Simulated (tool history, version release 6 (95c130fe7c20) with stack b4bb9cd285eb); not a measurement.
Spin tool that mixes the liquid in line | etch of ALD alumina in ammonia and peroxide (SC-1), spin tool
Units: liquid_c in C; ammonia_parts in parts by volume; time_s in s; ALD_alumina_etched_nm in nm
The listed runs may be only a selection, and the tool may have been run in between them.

Run 1, hour 0.0: liquid_c 49.0 C, ammonia_parts 0.90 parts by volume, time_s 35 s. Result: ALD_alumina_etched_nm 1.4586 nm.
Run 2, hour 3.6: liquid_c 48.5 C, ammonia_parts 0.90 parts by volume, time_s 35 s. Result: ALD_alumina_etched_nm 1.4049 nm.
Run 3, hour 7.5: liquid_c 48.0 C, ammonia_parts 0.90 parts by volume, time_s 35 s. Result: ALD_alumina_etched_nm 1.3665 nm.
Run 4, hour 14.3: liquid_c 47.5 C, ammonia_parts 0.90 parts by volume, time_s 35 s. Result: ALD_alumina_etched_nm 1.3312 nm.
Run 5, hour 21.2: liquid_c 47.0 C, ammonia_parts 0.90 parts by volume, time_s 35 s. Result: ALD_alumina_etched_nm 1.3004 nm.
Run 6, hour 21.7: liquid_c 47.0 C, ammonia_parts 1.05 parts by volume, time_s 35 s. Result: ALD_alumina_etched_nm 1.3083 nm.
Run 7, hour 25.4: liquid_c 46.5 C, ammonia_parts 1.05 parts by volume, time_s 35 s. Result: ALD_alumina_etched_nm 1.2740 nm.
Run 8, hour 29.2: liquid_c 46.0 C, ammonia_parts 1.05 parts by volume, time_s 35 s. Result: ALD_alumina_etched_nm 1.2407 nm.
Run 9, hour 34.1: liquid_c 45.5 C, ammonia_parts 1.05 parts by volume, time_s 35 s. Result: ALD_alumina_etched_nm 1.1990 nm.

Predict the results of run 10:
Run 10, hour 42.3: liquid_c 44.5 C, ammonia_parts 1.05 parts by volume, time_s 35 s. Result: ALD_alumina_etched_nm ?.

ALD_alumina_etched_nm: 1.1287 nm
